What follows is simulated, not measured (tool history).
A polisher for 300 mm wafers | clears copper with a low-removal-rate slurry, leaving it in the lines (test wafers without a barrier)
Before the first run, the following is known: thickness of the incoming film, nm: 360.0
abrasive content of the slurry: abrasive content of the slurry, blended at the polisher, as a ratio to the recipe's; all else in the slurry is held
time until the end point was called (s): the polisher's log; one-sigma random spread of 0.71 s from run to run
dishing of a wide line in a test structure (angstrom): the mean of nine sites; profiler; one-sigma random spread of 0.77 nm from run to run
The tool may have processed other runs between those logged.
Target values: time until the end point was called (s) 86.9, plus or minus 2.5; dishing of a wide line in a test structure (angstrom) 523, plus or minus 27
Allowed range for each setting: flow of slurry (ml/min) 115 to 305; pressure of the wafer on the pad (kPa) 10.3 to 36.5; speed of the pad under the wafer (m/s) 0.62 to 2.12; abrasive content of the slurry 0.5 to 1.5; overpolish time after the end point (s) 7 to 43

run,hour,flow of slurry (ml/min),pressure of the wafer on the pad (kPa),speed of the pad under the wafer (m/s),abrasive content of the slurry,overpolish time after the end point (s),time until the end point was called (s),dishing of a wide line in a test structure (angstrom)
1,0,195,23.4,1.36,1,22,64.679,688.47
2,4,190,22.1,1.36,1,22,68.604,699.61
3,6.3,190,21.4,1.36,1,21,70.694,648.06
4,7.4,190,20.7,1.36,1,21,72.159,623.27
5,11.1,190,20,1.36,1,21,74.083,615.26
# hour 15.8: slurry blender recalibrated
6,15.8,190,24.8,1.36,1,21,59.207,743.13
7,19.6,170,17.9,1.34,1,20,77.71,570.86
8,21.1,180,17.9,1.34,1,20,76,572.37

Which single option among these 4 for the next run brings every result within its allowed miss of target? Just one does.
A,22.6,215,14.5,1.8,0.9,20,?,?
B,22.6,245,10.3,1.66,0.85,21,?,?
C,22.6,165,22.1,1.4,1.2,17,?,?
D,22.6,200,22.1,1.4,1.1,15,?,?

move,time until the end point was called (s),dishing of a wide line in a test structure (angstrom)
A,66.95,618.82
B,87.424,519.83
C,61.555,600.02
D,61.315,548.1
A: misses by more than the last run did
B: every result lands within tolerance
C: misses by more than the last run did
D: misses by more than the last run did
The right move is B.
